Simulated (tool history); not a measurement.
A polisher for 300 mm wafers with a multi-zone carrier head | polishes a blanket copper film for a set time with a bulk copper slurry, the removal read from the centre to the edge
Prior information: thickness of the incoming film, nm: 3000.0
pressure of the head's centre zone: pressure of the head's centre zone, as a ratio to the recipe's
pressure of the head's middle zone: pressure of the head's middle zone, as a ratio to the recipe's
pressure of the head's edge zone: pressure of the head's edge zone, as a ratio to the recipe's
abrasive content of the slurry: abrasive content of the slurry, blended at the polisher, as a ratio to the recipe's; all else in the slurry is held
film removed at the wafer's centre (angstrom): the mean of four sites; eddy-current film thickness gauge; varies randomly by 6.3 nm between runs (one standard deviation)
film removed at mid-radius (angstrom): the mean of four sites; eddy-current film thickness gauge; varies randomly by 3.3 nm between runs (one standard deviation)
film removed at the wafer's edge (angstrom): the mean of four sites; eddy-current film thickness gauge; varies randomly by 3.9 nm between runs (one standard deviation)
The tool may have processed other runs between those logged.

run	hour	flow of slurry (ml/min)	pressure of the head's centre zone	pressure of the head's middle zone	pressure of the head's edge zone	abrasive content of the slurry	polishing time (s)	film removed at the wafer's centre (angstrom)	film removed at mid-radius (angstrom)	film removed at the wafer's edge (angstrom)
1	0.0	220	1.00	1.00	1.00	1.00	45	7509.9	7378.5	7019.9
2	6.5	250	1.00	1.00	1.00	1.00	45	7680.5	7419.4	7310.4
3	11.1	275	1.00	1.00	1.00	1.00	45	7895.4	7602.7	7295.0
4	12.4	275	1.00	1.00	1.00	1.10	45	7903.0	7682.6	7366.3
5	17.0	275	1.00	1.04	1.00	1.10	45	8000.1	7975.4	7423.5
6	21.0	275	1.00	1.04	1.00	0.90	45	7609.0	7532.3	7029.6
7	23.1	260	0.98	0.98	0.99	0.80	41	6645.2	6371.6	6289.0
8	27.9	250	0.96	0.93	0.97	0.70	39	5983.3	5669.3	5673.4

Forecast run 9:
9	30.3	240	0.95	0.89	0.98	0.65	37	?	?	?

{"run 9": {"film removed at the wafer's centre (angstrom)": 5403.3, "film removed at mid-radius (angstrom)": 5086.5, "film removed at the wafer's edge (angstrom)": 5392.7}}

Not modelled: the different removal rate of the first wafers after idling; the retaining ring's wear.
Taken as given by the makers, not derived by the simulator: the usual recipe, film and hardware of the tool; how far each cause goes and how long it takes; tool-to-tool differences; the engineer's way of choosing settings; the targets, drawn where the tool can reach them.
